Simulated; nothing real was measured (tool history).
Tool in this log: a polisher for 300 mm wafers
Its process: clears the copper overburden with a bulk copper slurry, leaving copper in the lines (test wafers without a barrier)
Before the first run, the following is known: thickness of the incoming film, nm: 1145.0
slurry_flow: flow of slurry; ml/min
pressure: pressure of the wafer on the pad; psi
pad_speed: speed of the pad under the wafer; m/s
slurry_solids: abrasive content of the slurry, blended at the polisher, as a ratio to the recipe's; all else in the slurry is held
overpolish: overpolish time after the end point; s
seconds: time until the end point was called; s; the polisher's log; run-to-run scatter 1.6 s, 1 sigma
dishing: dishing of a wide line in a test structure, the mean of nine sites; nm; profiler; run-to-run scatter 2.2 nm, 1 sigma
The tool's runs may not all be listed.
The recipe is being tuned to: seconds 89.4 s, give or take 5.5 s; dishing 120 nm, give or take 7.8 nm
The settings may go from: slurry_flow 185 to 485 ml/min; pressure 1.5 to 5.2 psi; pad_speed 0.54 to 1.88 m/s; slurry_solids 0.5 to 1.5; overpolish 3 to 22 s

run,hour,slurry_flow,pressure,pad_speed,slurry_solids,overpolish,seconds,dishing
1,0,310,3.3,1.2,1,11,124.48,80.5
2,8.3,310,3.6,1.2,1,12,117.44,89.732
3,15.1,310,3.6,1.2,1,16,115.39,111.16
4,18.4,310,3.9,1.22,1,15,107.39,116.94
5,27.4,310,4.1,1.24,1,14,100.4,109.87
6,29.8,310,3.5,1.24,1,14,117.78,102.19
7,34.9,310,3.8,1.26,1,14,102.33,110.6
8,36.9,310,3.9,1.26,1,14,102.4,113.86
9,43.2,310,4.1,1.26,1,14,100.71,110.85

Consider the 4 candidate settings below. Which is the only one whose results all fall within their allowed miss of target?
A,49.5,280,4,1.44,1,17,?,?
B,49.5,295,4.5,1.3,0.95,16,?,?
C,49.5,415,3.8,1.44,1.05,19,?,?
D,49.5,325,3.9,1.5,0.9,14,?,?

move,seconds,dishing
A,89.678,136.86
B,89.872,134.17
C,89.739,143.82
D,88.457,123.11
A: the worst result of the last run now meets its target, but another is out of spec
B: the worst result of the last run now meets its target, but another is out of spec
C: the worst result of the last run now meets its target, but another is out of spec
D: every result lands within tolerance
D is the move that brings every result within its allowed miss.
